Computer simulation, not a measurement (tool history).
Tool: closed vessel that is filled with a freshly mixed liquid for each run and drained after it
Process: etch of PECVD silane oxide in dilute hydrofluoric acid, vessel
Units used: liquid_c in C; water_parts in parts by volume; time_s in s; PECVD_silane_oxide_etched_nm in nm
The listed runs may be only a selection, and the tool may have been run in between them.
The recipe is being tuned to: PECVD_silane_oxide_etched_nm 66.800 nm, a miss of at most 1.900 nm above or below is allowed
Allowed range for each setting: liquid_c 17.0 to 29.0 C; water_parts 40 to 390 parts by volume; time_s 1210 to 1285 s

run	day	liquid_c	water_parts	time_s	PECVD_silane_oxide_etched_nm
1	0.000	21.0	215	1210	108.390
2	0.350	20.0	230	1210	95.664
3	0.375	19.5	240	1210	88.840
4	0.408	19.5	175	1210	130.660
5	0.621	22.5	175	1210	146.530
6	0.700	22.5	175	1210	146.570
7	0.800	21.0	200	1210	117.940
8	0.946	20.0	220	1210	100.670
9	0.971	19.5	230	1210	93.971

Of the 5 settings listed for the next run, only one would bring every result within its allowed miss of target. Which one?
A	0.996	18.5	185	1285	?
B	0.996	18.5	255	1210	?
C	0.996	22.0	225	1225	?
D	0.996	18.0	305	1285	?
E	0.996	23.0	175	1285	?

move	PECVD_silane_oxide_etched_nm
A	124.630
B	79.776
C	107.430
D	66.538
E	158.470
A: moves away from the targets compared with the last run
B: closes in on the targets versus the last run, not all within tolerance yet
C: moves away from the targets compared with the last run
D: every result lands within tolerance
E: moves away from the targets compared with the last run
Answer: D
